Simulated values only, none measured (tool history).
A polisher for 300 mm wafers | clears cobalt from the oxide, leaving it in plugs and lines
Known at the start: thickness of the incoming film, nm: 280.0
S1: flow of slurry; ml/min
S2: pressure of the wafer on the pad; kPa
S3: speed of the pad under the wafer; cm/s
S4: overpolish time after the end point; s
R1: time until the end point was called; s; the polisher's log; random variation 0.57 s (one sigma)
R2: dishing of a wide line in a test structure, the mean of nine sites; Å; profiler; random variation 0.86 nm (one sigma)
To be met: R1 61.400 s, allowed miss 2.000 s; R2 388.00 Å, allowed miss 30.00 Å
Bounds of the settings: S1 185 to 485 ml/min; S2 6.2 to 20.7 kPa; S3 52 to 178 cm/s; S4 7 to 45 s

run    day   S1    S2   S3  S4      R1      R2
  1  0.000  310  13.1  114  23  46.001  530.05
  2  0.283  280  13.1  114  23  45.849  539.95
  3  0.488  285  12.4  114  21  49.385  484.85
  4  0.650  285  11.7  114  20  51.223  455.09
  5  0.975  285  11.0  114  20  54.756  475.92
  6  1.208  230  11.0  114  20  55.346  461.54
  7  1.554  230  11.0  114  19  55.443  452.46
  8  1.875  230  11.0  114  18  54.818  427.88
  9  1.971  230  10.3  114  17  58.640  395.40

Which of these 4 next moves meets every target?
  A  2.067  240  10.3  118  14   ?   ?
  B  2.067  295  11.7   94  23   ?   ?
  C  2.067  185  11.0  106  17   ?   ?
  D  2.067  205  11.7  108  18   ?   ?

move      R1      R2
   A  57.149  367.86
   B  62.075  462.43
   C  61.030  397.48
   D  55.975  430.15
A: further off than the last run
B: brings the result that was furthest off to its target, and leaves another outside
C: meets every target
D: further off than the last run
Move C is the one to make.

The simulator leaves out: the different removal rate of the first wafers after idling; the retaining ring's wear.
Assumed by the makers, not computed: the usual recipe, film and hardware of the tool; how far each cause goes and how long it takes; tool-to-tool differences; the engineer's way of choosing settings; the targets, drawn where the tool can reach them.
